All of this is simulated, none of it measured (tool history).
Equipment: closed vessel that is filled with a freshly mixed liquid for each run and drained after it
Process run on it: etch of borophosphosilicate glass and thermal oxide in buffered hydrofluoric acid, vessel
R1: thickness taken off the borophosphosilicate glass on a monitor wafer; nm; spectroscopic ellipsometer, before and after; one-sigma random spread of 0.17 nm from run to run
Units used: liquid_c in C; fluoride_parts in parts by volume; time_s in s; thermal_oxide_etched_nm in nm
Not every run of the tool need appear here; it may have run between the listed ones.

{"run": 1, "day": 0.0, "liquid_c": 22.0, "fluoride_parts": 9.0, "time_s": 60, "R1": 61.166, "thermal_oxide_etched_nm": 54.145}
{"run": 2, "day": 0.142, "liquid_c": 21.0, "fluoride_parts": 9.0, "time_s": 60, "R1": 58.275, "thermal_oxide_etched_nm": 50.641}
{"run": 3, "day": 0.512, "liquid_c": 20.5, "fluoride_parts": 9.0, "time_s": 60, "R1": 56.526, "thermal_oxide_etched_nm": 49.081}
{"run": 4, "day": 0.708, "liquid_c": 20.5, "fluoride_parts": 9.0, "time_s": 45, "R1": 42.261, "thermal_oxide_etched_nm": 36.986}
{"run": 5, "day": 0.762, "liquid_c": 21.0, "fluoride_parts": 9.0, "time_s": 45, "R1": 43.866, "thermal_oxide_etched_nm": 38.216}
{"run": 6, "day": 1.079, "liquid_c": 21.0, "fluoride_parts": 9.0, "time_s": 55, "R1": 53.055, "thermal_oxide_etched_nm": 46.986}
{"run": 7, "day": 1.221, "liquid_c": 20.5, "fluoride_parts": 9.0, "time_s": 55, "R1": 51.783, "thermal_oxide_etched_nm": 45.654}

The next listed run, before its measurement:
{"run": 8, "day": 1.367, "liquid_c": 20.0, "fluoride_parts": 9.0, "time_s": 55, "R1": "?", "thermal_oxide_etched_nm": "?"}

R1: 50.313 nm
thermal_oxide_etched_nm: 44.127 nm
